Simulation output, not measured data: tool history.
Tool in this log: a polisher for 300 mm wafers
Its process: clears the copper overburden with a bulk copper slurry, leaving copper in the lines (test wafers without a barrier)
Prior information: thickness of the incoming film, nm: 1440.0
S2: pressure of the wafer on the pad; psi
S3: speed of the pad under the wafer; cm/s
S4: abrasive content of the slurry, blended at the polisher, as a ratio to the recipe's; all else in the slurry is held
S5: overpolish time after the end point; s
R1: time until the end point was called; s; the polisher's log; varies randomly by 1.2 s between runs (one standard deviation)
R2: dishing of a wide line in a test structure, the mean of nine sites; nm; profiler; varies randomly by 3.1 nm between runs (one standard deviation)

{"run": 1, "hour": 0.0, "flow of slurry (ml/min)": 305, "S2": 3.0, "S3": 126, "S4": 1.0, "S5": 23, "R1": 95.835, "R2": 158.92}
{"run": 2, "hour": 0.6, "flow of slurry (ml/min)": 305, "S2": 3.1, "S3": 128, "S4": 1.0, "S5": 21, "R1": 92.418, "R2": 154.21}
{"run": 3, "hour": 7.7, "flow of slurry (ml/min)": 240, "S2": 3.1, "S3": 128, "S4": 1.0, "S5": 21, "R1": 90.762, "R2": 156.18}
{"run": 4, "hour": 15.6, "flow of slurry (ml/min)": 240, "S2": 3.1, "S3": 128, "S4": 1.0, "S5": 16, "R1": 92.449, "R2": 132.52}
{"run": 5, "hour": 19.2, "flow of slurry (ml/min)": 310, "S2": 3.1, "S3": 128, "S4": 1.0, "S5": 16, "R1": 91.275, "R2": 139.02}
{"run": 6, "hour": 26.4, "flow of slurry (ml/min)": 310, "S2": 3.2, "S3": 128, "S4": 1.0, "S5": 16, "R1": 89.127, "R2": 141.12}
{"run": 7, "hour": 30.1, "flow of slurry (ml/min)": 310, "S2": 3.3, "S3": 128, "S4": 1.0, "S5": 16, "R1": 85.232, "R2": 141.69}

Expected results for the next run?
{"run": 8, "hour": 37.5, "flow of slurry (ml/min)": 310, "S2": 3.4, "S3": 128, "S4": 1.0, "S5": 16, "R1": "?", "R2": "?"}

Run 8 produced R1 81.012 s, R2 145.95 nm.
